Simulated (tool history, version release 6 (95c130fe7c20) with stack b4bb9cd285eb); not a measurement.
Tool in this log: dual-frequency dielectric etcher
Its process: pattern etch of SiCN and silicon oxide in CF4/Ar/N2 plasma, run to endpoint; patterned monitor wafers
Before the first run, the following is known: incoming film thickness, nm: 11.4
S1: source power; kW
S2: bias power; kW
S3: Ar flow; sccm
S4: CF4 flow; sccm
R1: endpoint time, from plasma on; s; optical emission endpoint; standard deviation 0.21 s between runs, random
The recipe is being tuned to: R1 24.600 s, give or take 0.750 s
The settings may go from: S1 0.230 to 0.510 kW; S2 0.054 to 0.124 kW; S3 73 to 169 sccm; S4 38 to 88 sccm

| run | day | S1 | S2 | S3 | S4 | R1 |
|---|---|---|---|---|---|---|
| 1 | 0.000 | 0.370 | 0.089 | 121 | 63 | 15.700 |
| 2 | 0.117 | 0.330 | 0.083 | 124 | 61 | 18.443 |
| 3 | 0.392 | 0.330 | 0.083 | 124 | 71 | 18.228 |
| 4 | 0.483 | 0.310 | 0.082 | 125 | 71 | 19.494 |
| 5 | 0.554 | 0.290 | 0.081 | 125 | 71 | 21.179 |
| 6 | 0.746 | 0.230 | 0.081 | 125 | 71 | 28.409 |
| 7 | 0.800 | 0.240 | 0.081 | 125 | 71 | 27.021 |
| 8 | 0.883 | 0.240 | 0.081 | 125 | 71 | 26.656 |
| 9 | 1.212 | 0.250 | 0.081 | 125 | 71 | 25.469 |

Exactly one of the 4 candidate moves below puts every result within its allowed miss. Which one?
| A | 1.542 | 0.260 | 0.068 | 123 | 69 | ? |
| B | 1.542 | 0.300 | 0.066 | 142 | 78 | ? |
| C | 1.542 | 0.250 | 0.081 | 105 | 79 | ? |
| D | 1.542 | 0.240 | 0.079 | 123 | 74 | ? |

| move | R1 |
|---|---|
| A | 26.971 |
| B | 23.100 |
| C | 24.927 |
| D | 27.208 |
A: its largest miss is bigger than the last run's
B: the result that was furthest off in the last run now lies on the other side of its target
C: hits every target within its allowed miss
D: its largest miss is bigger than the last run's
The right move is C.
